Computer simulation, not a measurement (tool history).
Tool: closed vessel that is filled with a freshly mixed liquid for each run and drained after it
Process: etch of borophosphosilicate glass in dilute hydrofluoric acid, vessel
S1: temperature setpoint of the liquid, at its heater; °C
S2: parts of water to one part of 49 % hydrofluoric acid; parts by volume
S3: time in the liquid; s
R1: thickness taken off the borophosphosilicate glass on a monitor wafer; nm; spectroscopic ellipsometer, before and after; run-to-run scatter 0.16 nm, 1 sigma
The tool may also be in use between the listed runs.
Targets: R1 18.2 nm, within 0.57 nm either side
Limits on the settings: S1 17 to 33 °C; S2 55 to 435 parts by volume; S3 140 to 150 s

{"run": 1, "hour": 0.0, "S1": 25, "S2": 245, "S3": 140, "R1": 23.276}
{"run": 2, "hour": 1.0, "S1": 23.5, "S2": 245, "S3": 140, "R1": 21.942}
{"run": 3, "hour": 2.3, "S1": 23.5, "S2": 190, "S3": 140, "R1": 30.386}
{"run": 4, "hour": 5.6, "S1": 23.5, "S2": 190, "S3": 150, "R1": 32.611}
{"run": 5, "hour": 14.7, "S1": 22, "S2": 210, "S3": 150, "R1": 27.483}
{"run": 6, "hour": 20.6, "S1": 21, "S2": 220, "S3": 150, "R1": 24.471}
{"run": 7, "hour": 21.8, "S1": 20, "S2": 225, "S3": 150, "R1": 23.054}
{"run": 8, "hour": 26.7, "S1": 19.5, "S2": 230, "S3": 150, "R1": 22.103}
{"run": 9, "hour": 35.2, "S1": 19, "S2": 235, "S3": 150, "R1": 21.078}

Of the 4 settings listed for the next run, only one would bring every result within its allowed miss of target. Which one?
{"run": "A", "hour": 43.7, "S1": 19.5, "S2": 270, "S3": 150, "R1": "?"}
{"run": "B", "hour": 43.7, "S1": 18.5, "S2": 235, "S3": 145, "R1": "?"}
{"run": "C", "hour": 43.7, "S1": 20.5, "S2": 240, "S3": 140, "R1": "?"}
{"run": "D", "hour": 43.7, "S1": 17, "S2": 220, "S3": 140, "R1": "?"}

move=A R1=17.851
move=B R1=19.706
move=C R1=20.008
move=D R1=19.432
A: in spec on every target
B: closer than the last run, but not yet in spec
C: closer than the last run, but not yet in spec
D: closer than the last run, but not yet in spec
Correct choice: A, which meets every target

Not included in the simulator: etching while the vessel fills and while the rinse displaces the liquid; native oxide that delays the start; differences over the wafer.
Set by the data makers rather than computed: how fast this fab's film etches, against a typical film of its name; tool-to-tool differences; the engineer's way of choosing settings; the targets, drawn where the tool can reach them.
